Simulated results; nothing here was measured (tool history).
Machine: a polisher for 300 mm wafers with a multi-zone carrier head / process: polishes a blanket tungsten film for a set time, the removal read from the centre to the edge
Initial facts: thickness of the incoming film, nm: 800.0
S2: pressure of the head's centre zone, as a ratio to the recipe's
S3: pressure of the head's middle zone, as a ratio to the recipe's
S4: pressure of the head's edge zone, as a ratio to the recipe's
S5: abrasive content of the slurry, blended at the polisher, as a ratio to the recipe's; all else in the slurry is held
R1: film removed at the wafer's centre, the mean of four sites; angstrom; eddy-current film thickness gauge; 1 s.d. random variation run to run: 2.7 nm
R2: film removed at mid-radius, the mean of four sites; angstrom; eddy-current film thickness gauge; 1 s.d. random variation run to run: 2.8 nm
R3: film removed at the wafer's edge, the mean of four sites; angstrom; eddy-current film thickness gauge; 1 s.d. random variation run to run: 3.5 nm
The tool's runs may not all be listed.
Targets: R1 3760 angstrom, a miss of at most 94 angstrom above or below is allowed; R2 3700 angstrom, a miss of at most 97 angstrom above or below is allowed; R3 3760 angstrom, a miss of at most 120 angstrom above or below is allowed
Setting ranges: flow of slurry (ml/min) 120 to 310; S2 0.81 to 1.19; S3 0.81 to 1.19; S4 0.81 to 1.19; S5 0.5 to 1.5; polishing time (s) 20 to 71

{"run": 1, "hour": 0.0, "flow of slurry (ml/min)": 200, "S2": 1, "S3": 1, "S4": 1, "S5": 1, "polishing time (s)": 45, "R1": 2648.4, "R2": 2543.7, "R3": 2686.2}
{"run": 2, "hour": 2.5, "flow of slurry (ml/min)": 200, "S2": 0.93, "S3": 1, "S4": 1, "S5": 1, "polishing time (s)": 45, "R1": 2454.5, "R2": 2538.6, "R3": 2674.6}
{"run": 3, "hour": 3.1, "flow of slurry (ml/min)": 205, "S2": 0.95, "S3": 1.01, "S4": 1.02, "S5": 1.05, "polishing time (s)": 46, "R1": 2589.9, "R2": 2716.7, "R3": 2744.1}
{"run": 4, "hour": 4.2, "flow of slurry (ml/min)": 195, "S2": 0.96, "S3": 1, "S4": 1.03, "S5": 1.1, "polishing time (s)": 47, "R1": 2674.7, "R2": 2698.9, "R3": 2869.4}
{"run": 5, "hour": 8.8, "flow of slurry (ml/min)": 195, "S2": 0.96, "S3": 1, "S4": 1.03, "S5": 1, "polishing time (s)": 47, "R1": 2631.6, "R2": 2659.9, "R3": 2793.8}
{"run": 6, "hour": 9.7, "flow of slurry (ml/min)": 195, "S2": 0.96, "S3": 1.06, "S4": 1.03, "S5": 1, "polishing time (s)": 47, "R1": 2667.8, "R2": 2820.6, "R3": 2787.7}
{"run": 7, "hour": 17.3, "flow of slurry (ml/min)": 195, "S2": 0.97, "S3": 1.06, "S4": 1.04, "S5": 1.05, "polishing time (s)": 48, "R1": 2742.3, "R2": 2881.3, "R3": 2944.6}
{"run": 8, "hour": 19.2, "flow of slurry (ml/min)": 200, "S2": 0.99, "S3": 1.07, "S4": 1.05, "S5": 1.1, "polishing time (s)": 48, "R1": 2860.8, "R2": 2945.2, "R3": 2936.8}
{"hour": 23.8, "done": "worn pad replaced by a new one"}
{"run": 9, "hour": 23.8, "flow of slurry (ml/min)": 195, "S2": 1, "S3": 1.07, "S4": 1.06, "S5": 1.15, "polishing time (s)": 49, "R1": 3324, "R2": 3460.2, "R3": 3385.9}
{"run": 10, "hour": 32.6, "flow of slurry (ml/min)": 155, "S2": 1.06, "S3": 1.04, "S4": 1.12, "S5": 1.15, "polishing time (s)": 49, "R1": 3310.6, "R2": 3187.2, "R3": 3346.9}
{"run": 11, "hour": 36.4, "flow of slurry (ml/min)": 165, "S2": 1.06, "S3": 1.05, "S4": 1.13, "S5": 1.15, "polishing time (s)": 49, "R1": 3396.6, "R2": 3272.7, "R3": 3423.1}
{"run": 12, "hour": 42.5, "flow of slurry (ml/min)": 165, "S2": 1.06, "S3": 1.05, "S4": 1.13, "S5": 1.15, "polishing time (s)": 49, "R1": 3428.2, "R2": 3313.6, "R3": 3424.5}
{"run": 13, "hour": 46.4, "flow of slurry (ml/min)": 170, "S2": 1.06, "S3": 1.05, "S4": 1.14, "S5": 1.15, "polishing time (s)": 49, "R1": 3427, "R2": 3271.3, "R3": 3500.8}
{"run": 14, "hour": 54.8, "flow of slurry (ml/min)": 180, "S2": 1.06, "S3": 1.06, "S4": 1.14, "S5": 1.15, "polishing time (s)": 49, "R1": 3451, "R2": 3315.7, "R3": 3507.6}
{"run": 15, "hour": 63.3, "flow of slurry (ml/min)": 185, "S2": 1.06, "S3": 1.07, "S4": 1.14, "S5": 1.15, "polishing time (s)": 49, "R1": 3472.2, "R2": 3389.8, "R3": 3485.9}
{"run": 16, "hour": 65.5, "flow of slurry (ml/min)": 190, "S2": 1.06, "S3": 1.07, "S4": 1.15, "S5": 1.15, "polishing time (s)": 49, "R1": 3484.6, "R2": 3379.8, "R3": 3518.2}
{"run": 17, "hour": 70.9, "flow of slurry (ml/min)": 195, "S2": 1.06, "S3": 1.08, "S4": 1.15, "S5": 1.15, "polishing time (s)": 49, "R1": 3507.2, "R2": 3419.7, "R3": 3521.3}
{"run": 18, "hour": 76.5, "flow of slurry (ml/min)": 200, "S2": 1.06, "S3": 1.08, "S4": 1.15, "S5": 1.15, "polishing time (s)": 49, "R1": 3496.2, "R2": 3464.6, "R3": 3507}
{"run": 19, "hour": 83.1, "flow of slurry (ml/min)": 210, "S2": 1.07, "S3": 1.08, "S4": 1.17, "S5": 1.2, "polishing time (s)": 49, "R1": 3601.5, "R2": 3517.6, "R3": 3639.3}
{"run": 20, "hour": 88.9, "flow of slurry (ml/min)": 210, "S2": 1.07, "S3": 1.08, "S4": 1.17, "S5": 1.2, "polishing time (s)": 49, "R1": 3640.1, "R2": 3493.6, "R3": 3582.4}
{"run": 21, "hour": 96.2, "flow of slurry (ml/min)": 205, "S2": 1.07, "S3": 1.08, "S4": 1.17, "S5": 1.2, "polishing time (s)": 49, "R1": 3606.8, "R2": 3479.9, "R3": 3606.2}
{"run": 22, "hour": 104.9, "flow of slurry (ml/min)": 200, "S2": 1.07, "S3": 1.1, "S4": 1.18, "S5": 1.25, "polishing time (s)": 49, "R1": 3573.5, "R2": 3521.2, "R3": 3650.2}
{"run": 23, "hour": 108.7, "flow of slurry (ml/min)": 205, "S2": 1.07, "S3": 1.1, "S4": 1.18, "S5": 1.25, "polishing time (s)": 49, "R1": 3615.1, "R2": 3555.2, "R3": 3644.5}

Consider the 4 candidate settings below. Which is the only one whose results all fall within their allowed miss of target?
{"run": "A", "hour": 112.5, "flow of slurry (ml/min)": 170, "S2": 1.08, "S3": 1.1, "S4": 1.15, "S5": 1.25, "polishing time (s)": 52, "R1": "?", "R2": "?", "R3": "?"}
{"run": "B", "hour": 112.5, "flow of slurry (ml/min)": 250, "S2": 1.18, "S3": 1.17, "S4": 1.08, "S5": 1.1, "polishing time (s)": 47, "R1": "?", "R2": "?", "R3": "?"}
{"run": "C", "hour": 112.5, "flow of slurry (ml/min)": 270, "S2": 1.16, "S3": 1.01, "S4": 1.19, "S5": 1.45, "polishing time (s)": 48, "R1": "?", "R2": "?", "R3": "?"}
{"run": "D", "hour": 112.5, "flow of slurry (ml/min)": 215, "S2": 1.12, "S3": 1.16, "S4": 1.08, "S5": 1, "polishing time (s)": 50, "R1": "?", "R2": "?", "R3": "?"}

move=A R1=3726 R2=3672.3 R3=3761.7
move=B R1=3814 R2=3600.9 R3=3343.1
move=C R1=4044.1 R2=3426.1 R3=3791.8
move=D R1=3718 R2=3681.2 R3=3457.7
A: every result within its allowed miss
B: brings the result that was furthest off to its target, and leaves another outside
C: carries the result that was furthest off beyond its target, to the other side
D: brings the result that was furthest off to its target, and leaves another outside
So the answer is move A, the one that meets all the targets.
